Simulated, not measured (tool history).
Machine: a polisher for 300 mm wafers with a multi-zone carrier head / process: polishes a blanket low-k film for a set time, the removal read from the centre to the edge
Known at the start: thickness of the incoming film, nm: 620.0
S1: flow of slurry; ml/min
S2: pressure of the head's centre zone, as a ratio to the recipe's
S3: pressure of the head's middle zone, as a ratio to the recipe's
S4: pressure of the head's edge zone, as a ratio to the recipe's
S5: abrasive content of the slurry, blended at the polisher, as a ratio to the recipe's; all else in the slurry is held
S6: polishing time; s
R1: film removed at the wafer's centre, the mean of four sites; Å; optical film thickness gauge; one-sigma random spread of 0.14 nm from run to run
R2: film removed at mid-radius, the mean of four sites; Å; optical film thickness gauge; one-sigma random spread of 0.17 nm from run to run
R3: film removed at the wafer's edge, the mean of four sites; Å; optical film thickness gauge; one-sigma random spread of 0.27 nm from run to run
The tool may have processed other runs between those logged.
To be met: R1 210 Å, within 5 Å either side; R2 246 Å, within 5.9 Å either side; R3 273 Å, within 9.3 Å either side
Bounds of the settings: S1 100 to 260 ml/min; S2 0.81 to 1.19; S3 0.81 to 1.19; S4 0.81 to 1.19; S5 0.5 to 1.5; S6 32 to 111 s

run,hour,S1,S2,S3,S4,S5,S6,R1,R2,R3
1,0,165,1,1,1,1,71,356.56,345.17,354.61
2,5.6,165,1,1,1,1,61,308.14,293.48,305.11
3,14.3,160,0.98,1,1.01,1,61,296.67,298.21,303.09
4,17.1,155,0.96,0.98,1.01,1,61,290.64,290.39,299.79
5,19.8,155,0.96,0.98,1.01,1,77,364.73,368.31,384.08
6,25.9,150,0.94,0.97,1.02,0.95,76,342.7,342.52,370.46
7,31.7,145,0.93,0.98,1.02,0.9,75,321.19,329.17,348.86
8,38,140,0.92,0.98,1.03,0.85,75,306.45,324.07,338.44
9,46.2,135,0.91,0.97,1.04,0.8,75,290.21,303.29,330.3
10,51.5,130,0.9,0.97,1.04,0.75,75,271.07,289.4,318.52
11,57.9,100,0.81,0.94,0.95,0.55,75,183.19,214.41,233.41
12,58.8,150,0.81,0.97,1.05,0.5,74,191.18,221.23,241.81
13,59.9,150,0.81,0.98,1.06,0.5,74,189.22,225.47,245.69
14,63.5,200,0.84,0.98,1.14,0.5,74,208.97,236.46,259.94
15,70.8,200,0.84,0.98,1.14,0.5,74,206.27,236.17,261.6
16,74.6,200,0.84,0.99,1.17,0.5,74,209.68,236.74,266.1
17,80.9,195,0.83,1.01,1.18,0.5,74,202.89,242.11,262.71
18,85.8,195,0.83,1,1.19,0.55,74,217.45,255.81,282.04

Exercise: of the 4 proposed moves below, exactly one satisfies all targets within the stated allowed misses. Which move is it?
A,90.7,235,0.82,0.99,1.18,0.65,62,?,?,?
B,90.7,260,0.87,1.04,1.05,0.6,65,?,?,?
C,90.7,210,0.83,0.96,1.16,0.6,71,?,?,?
D,90.7,200,0.84,1.06,1.16,0.55,67,?,?,?

move,R1,R2,R3
A,210.22,244.71,270.62
B,224.65,256.36,255.36
C,226.95,254.79,287.78
D,202.21,243.91,253.48
A: every result within its allowed miss
B: its largest miss is bigger than the last run's
C: its largest miss is bigger than the last run's
D: puts the biggest miss on target and leaves a different result outside tolerance
Correct choice: A, which meets every target
